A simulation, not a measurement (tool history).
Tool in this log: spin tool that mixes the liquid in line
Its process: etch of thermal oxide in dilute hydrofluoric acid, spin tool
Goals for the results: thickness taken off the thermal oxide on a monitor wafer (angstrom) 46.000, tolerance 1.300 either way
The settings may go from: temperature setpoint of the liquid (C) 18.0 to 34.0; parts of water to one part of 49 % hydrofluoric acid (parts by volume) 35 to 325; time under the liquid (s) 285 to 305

| run | hour | temperature setpoint of the liquid (C) | parts of water to one part of 49 % hydrofluoric acid (parts by volume) | time under the liquid (s) | thickness taken off the thermal oxide on a monitor wafer (angstrom) |
|---|---|---|---|---|---|
| 1 | 0.0 | 26.0 | 180 | 285 | 72.202 |
| 2 | 4.0 | 24.0 | 180 | 285 | 67.412 |
| 3 | 7.0 | 24.0 | 180 | 305 | 73.230 |
| 4 | 14.9 | 24.0 | 225 | 305 | 55.157 |
| 5 | 23.4 | 24.0 | 175 | 305 | 74.748 |
| 6 | 26.7 | 25.5 | 175 | 305 | 78.200 |
| 7 | 31.5 | 24.5 | 185 | 305 | 71.739 |
| 8 | 33.9 | 23.5 | 190 | 305 | 66.350 |
| 9 | 36.1 | 22.5 | 195 | 305 | 62.436 |
| 10 | 37.6 | 22.0 | 200 | 305 | 59.627 |
| 11 | 39.7 | 21.5 | 205 | 305 | 55.722 |
| 12 | 48.6 | 21.0 | 205 | 305 | 55.429 |
| 13 | 49.3 | 20.5 | 205 | 305 | 54.214 |

Which one of the following 5 next-run settings gets every result inside its allowed miss? There is exactly one.
| A | 50.0 | 26.0 | 215 | 305 | ? |
| B | 50.0 | 18.0 | 150 | 285 | ? |
| C | 50.0 | 20.5 | 165 | 305 | ? |
| D | 50.0 | 20.5 | 220 | 285 | ? |
| E | 50.0 | 21.5 | 220 | 295 | ? |

| move | thickness taken off the thermal oxide on a monitor wafer (angstrom) |
|---|---|
| A | 62.051 |
| B | 65.545 |
| C | 69.396 |
| D | 46.027 |
| E | 49.474 |
A: moves away from the targets compared with the last run
B: moves away from the targets compared with the last run
C: moves away from the targets compared with the last run
D: hits every target within its allowed miss
E: nearer than the last run, and not there yet
Correct choice: D, which meets every target
